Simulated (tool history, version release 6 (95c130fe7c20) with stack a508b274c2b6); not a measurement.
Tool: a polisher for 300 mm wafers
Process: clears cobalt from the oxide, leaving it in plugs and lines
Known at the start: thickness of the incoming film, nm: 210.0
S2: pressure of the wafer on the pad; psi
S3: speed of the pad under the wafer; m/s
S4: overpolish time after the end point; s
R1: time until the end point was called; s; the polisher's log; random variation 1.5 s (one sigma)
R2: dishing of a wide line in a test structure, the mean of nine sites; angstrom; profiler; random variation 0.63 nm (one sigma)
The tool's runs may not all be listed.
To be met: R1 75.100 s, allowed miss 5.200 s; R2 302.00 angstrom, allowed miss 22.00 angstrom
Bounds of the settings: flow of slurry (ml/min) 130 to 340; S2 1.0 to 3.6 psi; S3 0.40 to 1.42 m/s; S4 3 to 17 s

Run 1, hour 0.0: flow of slurry (ml/min) 220, S2 2.3 psi, S3 0.90 m/s, S4 9 s. Result: R1 49.644 s, R2 344.85 angstrom.
Run 2, hour 2.5: flow of slurry (ml/min) 220, S2 2.3 psi, S3 0.90 m/s, S4 10 s. Result: R1 48.684 s, R2 381.37 angstrom.
Run 3, hour 10.9: flow of slurry (ml/min) 220, S2 2.2 psi, S3 0.90 m/s, S4 10 s. Result: R1 50.901 s, R2 354.49 angstrom.
Run 4, hour 16.5: flow of slurry (ml/min) 220, S2 2.1 psi, S3 0.88 m/s, S4 10 s. Result: R1 52.086 s, R2 346.66 angstrom.
Run 5, hour 19.8: flow of slurry (ml/min) 220, S2 1.9 psi, S3 0.86 m/s, S4 11 s. Result: R1 56.907 s, R2 359.53 angstrom.
Run 6, hour 22.9: flow of slurry (ml/min) 245, S2 1.9 psi, S3 0.86 m/s, S4 11 s. Result: R1 56.753 s, R2 356.52 angstrom.
Run 7, hour 29.2: flow of slurry (ml/min) 245, S2 1.9 psi, S3 0.86 m/s, S4 11 s. Result: R1 58.840 s, R2 374.85 angstrom.
Run 8, hour 32.8: flow of slurry (ml/min) 245, S2 1.3 psi, S3 0.84 m/s, S4 11 s. Result: R1 70.649 s, R2 305.03 angstrom.

5 next moves are on the table. One of them brings every result within its allowed miss. Which?
Run A, hour 36.4: flow of slurry (ml/min) 270, S2 1.2 psi, S3 0.68 m/s, S4 12 s. Result: R1 ?, R2 ?.
Run B, hour 36.4: flow of slurry (ml/min) 260, S2 1.4 psi, S3 0.70 m/s, S4 12 s. Result: R1 ?, R2 ?.
Run C, hour 36.4: flow of slurry (ml/min) 220, S2 1.5 psi, S3 0.84 m/s, S4 10 s. Result: R1 ?, R2 ?.
Run D, hour 36.4: flow of slurry (ml/min) 230, S2 1.3 psi, S3 0.88 m/s, S4 11 s. Result: R1 ?, R2 ?.
Run E, hour 36.4: flow of slurry (ml/min) 260, S2 1.1 psi, S3 0.90 m/s, S4 14 s. Result: R1 ?, R2 ?.

move      R1      R2
   A  85.186  277.78
   B  77.861  299.72
   C  66.129  294.77
   D  67.819  312.68
   E  70.754  367.99
A: takes the result that was furthest off past its target
B: meets every target
C: further off than the last run
D: further off than the last run
E: brings the result that was furthest off to its target, and leaves another outside
Move B is the one to make.
